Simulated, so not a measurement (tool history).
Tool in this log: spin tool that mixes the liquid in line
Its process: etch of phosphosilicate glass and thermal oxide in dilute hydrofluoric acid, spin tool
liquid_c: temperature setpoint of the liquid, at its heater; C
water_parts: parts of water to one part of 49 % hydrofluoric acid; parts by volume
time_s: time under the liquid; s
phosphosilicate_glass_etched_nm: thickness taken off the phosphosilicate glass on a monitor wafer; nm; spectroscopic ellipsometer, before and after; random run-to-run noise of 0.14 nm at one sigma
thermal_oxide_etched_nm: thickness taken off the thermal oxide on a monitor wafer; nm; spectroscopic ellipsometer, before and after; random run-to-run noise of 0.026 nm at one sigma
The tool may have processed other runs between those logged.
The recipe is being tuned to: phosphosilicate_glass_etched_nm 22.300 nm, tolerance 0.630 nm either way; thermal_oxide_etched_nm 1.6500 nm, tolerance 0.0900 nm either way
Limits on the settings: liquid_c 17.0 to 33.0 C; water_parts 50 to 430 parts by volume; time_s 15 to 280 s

run  hour  liquid_c  water_parts  time_s  phosphosilicate_glass_etched_nm  thermal_oxide_etched_nm
  1   0.0      25.0          240     145                           38.291                   2.7196
  2   4.1      23.0          255     145                           32.800                   2.3683
  3   4.9      21.5          265     145                           29.549                   2.1768
  4  12.8      21.0          275     145                           27.891                   2.0915
  5  16.3      19.5          275     145                           26.123                   1.9652
  6  23.9      19.5          350     145                           19.120                   1.4242
  7  27.9      20.0          345     145                           20.006                   1.4314
  8  29.5      20.0          335     145                           20.916                   1.5284

5 candidate next runs follow, results not yet known. Just one meets every target within its allowed miss. Identify it.
  A  31.1      17.0          155      65                                ?                        ?
  B  31.1      21.5          325     140                                ?                        ?
  C  31.1      23.5          295     105                                ?                        ?
  D  31.1      23.5          395     160                                ?                        ?
  E  31.1      22.5          325     125                                ?                        ?

move  phosphosilicate_glass_etched_nm  thermal_oxide_etched_nm
   A                           21.216                   1.5737
   B                           22.090                   1.6384
   C                           20.140                   1.4938
   D                           20.891                   1.5495
   E                           20.428                   1.5152
A: nearer the targets than the last run, but a result is still out of spec
B: in spec on every target
C: misses by more than the last run did
D: about the same distance from the targets as the last run
E: misses by more than the last run did
Move B is the one to make.
